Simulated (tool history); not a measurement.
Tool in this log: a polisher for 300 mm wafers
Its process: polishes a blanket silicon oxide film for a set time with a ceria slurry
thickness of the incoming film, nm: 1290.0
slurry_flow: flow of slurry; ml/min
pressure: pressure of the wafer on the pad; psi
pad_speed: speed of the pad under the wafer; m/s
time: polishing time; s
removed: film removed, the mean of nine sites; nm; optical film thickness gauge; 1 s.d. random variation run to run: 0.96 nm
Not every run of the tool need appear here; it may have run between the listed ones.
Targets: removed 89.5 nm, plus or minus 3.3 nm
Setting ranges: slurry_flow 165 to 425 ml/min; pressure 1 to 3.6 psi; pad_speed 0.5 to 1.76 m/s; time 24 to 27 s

Run 1, day 0: slurry_flow 275 ml/min, pressure 2.3 psi, pad_speed 1.12 m/s, time 27 s. Result: removed 109.22 nm.
Run 2, day 0.267: slurry_flow 335 ml/min, pressure 2.3 psi, pad_speed 1.12 m/s, time 27 s. Result: removed 112.81 nm.
Run 3, day 0.362: slurry_flow 335 ml/min, pressure 2.9 psi, pad_speed 1.12 m/s, time 27 s. Result: removed 129.73 nm.
Run 4, day 0.408: slurry_flow 335 ml/min, pressure 3.4 psi, pad_speed 1.12 m/s, time 27 s. Result: removed 148.3 nm.
Run 5, day 0.65: slurry_flow 335 ml/min, pressure 3 psi, pad_speed 1.12 m/s, time 27 s. Result: removed 134.4 nm.
Run 6, day 0.883: slurry_flow 335 ml/min, pressure 2.7 psi, pad_speed 1.1 m/s, time 27 s. Result: removed 123.16 nm.
Run 7, day 1.142: slurry_flow 335 ml/min, pressure 2.1 psi, pad_speed 1.06 m/s, time 27 s. Result: removed 98.306 nm.
Run 8, day 1.442: slurry_flow 335 ml/min, pressure 2 psi, pad_speed 1.06 m/s, time 27 s. Result: removed 97.616 nm.

Below are 4 possible settings for the next run. Only one of them brings all results inside the allowed miss of their targets. Which is it?
Run A, day 1.742: slurry_flow 315 ml/min, pressure 2 psi, pad_speed 1 m/s, time 24 s. Result: removed ?.
Run B, day 1.742: slurry_flow 340 ml/min, pressure 2.2 psi, pad_speed 1.18 m/s, time 24 s. Result: removed ?.
Run C, day 1.742: slurry_flow 275 ml/min, pressure 2 psi, pad_speed 1 m/s, time 27 s. Result: removed ?.
Run D, day 1.742: slurry_flow 340 ml/min, pressure 2.3 psi, pad_speed 1 m/s, time 26 s. Result: removed ?.

move  removed
   A   80.689
   B   101.65
   C   89.564
   D   96.707
A: takes the biggest miss from the last run beyond its target
B: misses by more than the last run did
C: every result lands within tolerance
D: moves toward the targets from the last run without getting all of them in spec
Correct choice: C, which meets every target

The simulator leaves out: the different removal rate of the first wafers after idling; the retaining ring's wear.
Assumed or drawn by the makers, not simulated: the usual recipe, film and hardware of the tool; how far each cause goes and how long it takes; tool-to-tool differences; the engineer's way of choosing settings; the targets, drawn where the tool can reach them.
